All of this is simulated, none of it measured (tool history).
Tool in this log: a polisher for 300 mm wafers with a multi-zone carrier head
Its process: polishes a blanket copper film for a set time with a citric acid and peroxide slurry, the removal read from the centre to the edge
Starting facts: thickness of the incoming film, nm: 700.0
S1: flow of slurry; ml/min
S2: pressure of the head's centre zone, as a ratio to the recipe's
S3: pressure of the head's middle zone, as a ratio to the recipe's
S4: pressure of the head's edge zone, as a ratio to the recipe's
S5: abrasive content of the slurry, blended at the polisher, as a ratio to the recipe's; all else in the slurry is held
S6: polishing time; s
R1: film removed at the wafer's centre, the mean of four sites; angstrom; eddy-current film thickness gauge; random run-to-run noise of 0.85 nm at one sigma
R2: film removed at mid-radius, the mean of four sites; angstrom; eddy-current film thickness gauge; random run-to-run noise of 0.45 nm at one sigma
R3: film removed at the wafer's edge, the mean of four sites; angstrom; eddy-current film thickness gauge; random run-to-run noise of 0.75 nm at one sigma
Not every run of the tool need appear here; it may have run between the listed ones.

run 1 hour=0 | S1=140 S2=1 S3=1 S4=1 S5=1 S6=54 | R1=989.04 R2=982.94 R3=934.18
run 2 hour=1 | S1=140 S2=1 S3=1 S4=1 S5=1 S6=66 | R1=1211.1 R2=1207.4 R3=1157.5
run 3 hour=6.1 | S1=135 S2=0.99 S3=0.98 S4=0.98 S5=0.9 S6=60 | R1=1075.6 R2=1048.7 R3=990.39
run 4 hour=9.2 | S1=130 S2=0.97 S3=0.96 S4=0.98 S5=0.85 S6=56 | R1=933.82 R2=931.37 R3=947.99
run 5 hour=12.2 | S1=130 S2=0.98 S3=0.95 S4=0.96 S5=0.8 S6=51 | R1=868.42 R2=842.15 R3=839.02
run 6 hour=17.3 | S1=130 S2=0.98 S3=0.95 S4=1.02 S5=0.8 S6=51 | R1=854.19 R2=829.69 R3=851.28
run 7 hour=25.3 | S1=130 S2=0.99 S3=0.95 S4=1.01 S5=0.75 S6=47 | R1=777.11 R2=754.88 R3=775.79
run 8 hour=28.9 | S1=130 S2=1 S3=0.95 S4=1 S5=0.7 S6=44 | R1=736.24 R2=700.4 R3=728.38
run 9 hour=37.8 | S1=130 S2=1.01 S3=0.95 S4=0.99 S5=0.65 S6=42 | R1=677.91 R2=662.02 R3=648.09
run 10 hour=43.2 | S1=125 S2=1.02 S3=0.94 S4=0.99 S5=0.6 S6=41 | R1=653.42 R2=628.57 R3=613.39

Run 11 comes next. What will it give?
run 11 hour=51 | S1=120 S2=1.02 S3=0.93 S4=0.99 S5=0.6 S6=41 | R1=? R2=? R3=?

{"run 11": {"R1": 657.25, "R2": 611.71, "R3": 632.58}}
